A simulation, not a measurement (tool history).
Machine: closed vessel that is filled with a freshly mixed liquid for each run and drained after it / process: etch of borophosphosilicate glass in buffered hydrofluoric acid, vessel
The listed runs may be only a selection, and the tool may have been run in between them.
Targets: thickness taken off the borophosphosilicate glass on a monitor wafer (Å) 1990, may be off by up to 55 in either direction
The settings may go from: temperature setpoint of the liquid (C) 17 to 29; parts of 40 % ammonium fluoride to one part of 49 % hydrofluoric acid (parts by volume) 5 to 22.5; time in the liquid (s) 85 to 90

run    day  temperature setpoint of the liquid (C)  parts of 40 % ammonium fluoride to one part of 49 % hydrofluoric acid (parts by volume)  time in the liquid (s)  thickness taken off the borophosphosilicate glass on a monitor wafer (Å)
  1      0                                      21                                                                                     13.5                      85                                                                    974.01
  2    0.3                                      21                                                                                     16.5                      85                                                                    792.62
  3    0.4                                    22.5                                                                                     15.5                      85                                                                    914.02
  4  0.708                                    23.5                                                                                     14.5                      85                                                                    1057.8
  5  0.754                                    23.5                                                                                       12                      85                                                                    1258.9
  6  0.883                                    23.5                                                                                     15.5                      85                                                                    969.62
  7  1.071                                    27.5                                                                                       11                      85                                                                    1704.8
  8  1.288                                    28.5                                                                                     10.5                      85                                                                    1865.6

Consider the 5 candidate settings below. Which is the only one whose results all fall within their allowed miss of target?
  A  1.504                                      28                                                                                      8.5                      85                                                                         ?
  B  1.504                                    27.5                                                                                     10.5                      90                                                                         ?
  C  1.504                                    27.5                                                                                        9                      85                                                                         ?
  D  1.504                                      29                                                                                        9                      85                                                                         ?
  E  1.504                                      29                                                                                       10                      90                                                                         ?

move  thickness taken off the borophosphosilicate glass on a monitor wafer (Å)
   A                                                                    2152.4
   B                                                                    1859.1
   C                                                                    1969.4
   D                                                                    2130.7
   E                                                                    2109.9
A: the result that was furthest off in the last run now lies on the other side of its target
B: lands further from the targets than the last run did
C: meets every target
D: the result that was furthest off in the last run now lies on the other side of its target
E: the result that was furthest off in the last run now lies on the other side of its target
C is the move that brings every result within its allowed miss.
